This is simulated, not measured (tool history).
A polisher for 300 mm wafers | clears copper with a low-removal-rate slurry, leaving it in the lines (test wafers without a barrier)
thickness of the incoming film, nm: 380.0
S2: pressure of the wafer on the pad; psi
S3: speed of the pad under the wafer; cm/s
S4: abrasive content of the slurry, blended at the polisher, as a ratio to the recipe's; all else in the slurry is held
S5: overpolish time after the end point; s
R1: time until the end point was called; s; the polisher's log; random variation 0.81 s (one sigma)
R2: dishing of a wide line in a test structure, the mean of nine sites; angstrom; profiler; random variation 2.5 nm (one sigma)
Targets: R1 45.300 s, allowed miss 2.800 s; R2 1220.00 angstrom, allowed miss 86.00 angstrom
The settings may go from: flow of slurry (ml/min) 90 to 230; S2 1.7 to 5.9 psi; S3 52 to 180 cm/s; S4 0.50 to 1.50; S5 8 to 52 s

{"run": 1, "day": 0.0, "flow of slurry (ml/min)": 150, "S2": 3.8, "S3": 116, "S4": 1.0, "S5": 26, "R1": 89.905, "R2": 694.46}
{"run": 2, "day": 0.154, "flow of slurry (ml/min)": 150, "S2": 4.1, "S3": 118, "S4": 1.0, "S5": 26, "R1": 80.911, "R2": 756.37}
{"run": 3, "day": 0.325, "flow of slurry (ml/min)": 150, "S2": 4.1, "S3": 118, "S4": 0.9, "S5": 26, "R1": 83.801, "R2": 729.8}
{"run": 4, "day": 0.608, "flow of slurry (ml/min)": 150, "S2": 4.1, "S3": 118, "S4": 1.05, "S5": 26, "R1": 81.235, "R2": 742.21}
{"run": 5, "day": 0.667, "flow of slurry (ml/min)": 150, "S2": 4.3, "S3": 120, "S4": 1.05, "S5": 26, "R1": 75.352, "R2": 798.15}
{"run": 6, "day": 0.738, "flow of slurry (ml/min)": 150, "S2": 4.5, "S3": 122, "S4": 1.05, "S5": 26, "R1": 70.806, "R2": 829.3}
{"run": 7, "day": 0.929, "flow of slurry (ml/min)": 150, "S2": 4.7, "S3": 124, "S4": 1.05, "S5": 26, "R1": 66.671, "R2": 887.15}
{"run": 8, "day": 1.188, "flow of slurry (ml/min)": 150, "S2": 4.9, "S3": 126, "S4": 1.05, "S5": 26, "R1": 63.513, "R2": 912.63}
{"run": 9, "day": 1.346, "flow of slurry (ml/min)": 150, "S2": 5.0, "S3": 128, "S4": 1.05, "S5": 26, "R1": 61.563, "R2": 933.49}
{"run": 10, "day": 1.504, "flow of slurry (ml/min)": 150, "S2": 5.1, "S3": 130, "S4": 1.05, "S5": 26, "R1": 58.937, "R2": 986.38}
{"run": 11, "day": 1.725, "flow of slurry (ml/min)": 150, "S2": 5.2, "S3": 132, "S4": 1.05, "S5": 26, "R1": 57.068, "R2": 1013.9}
{"day": 1.946, "done": "slurry nozzle cleaned"}
{"run": 12, "day": 1.946, "flow of slurry (ml/min)": 150, "S2": 5.2, "S3": 132, "S4": 1.05, "S5": 26, "R1": 55.108, "R2": 1029.3}

4 next moves are on the table. One of them brings every result within its allowed miss. Which?
{"run": "A", "day": 2.167, "flow of slurry (ml/min)": 155, "S2": 5.4, "S3": 136, "S4": 1.15, "S5": 18, "R1": "?", "R2": "?"}
{"run": "B", "day": 2.167, "flow of slurry (ml/min)": 175, "S2": 4.8, "S3": 170, "S4": 0.95, "S5": 28, "R1": "?", "R2": "?"}
{"run": "C", "day": 2.167, "flow of slurry (ml/min)": 170, "S2": 5.9, "S3": 158, "S4": 0.8, "S5": 16, "R1": "?", "R2": "?"}
{"run": "D", "day": 2.167, "flow of slurry (ml/min)": 185, "S2": 4.6, "S3": 114, "S4": 1.05, "S5": 39, "R1": "?", "R2": "?"}

move=A R1=49.128 R2=855.56
move=B R1=46.156 R2=1195.70
move=C R1=41.984 R2=887.49
move=D R1=66.756 R2=1161.60
A: further off than the last run
B: meets every target
C: takes the result that was furthest off past its target
D: further off than the last run
Move B is the one to make.
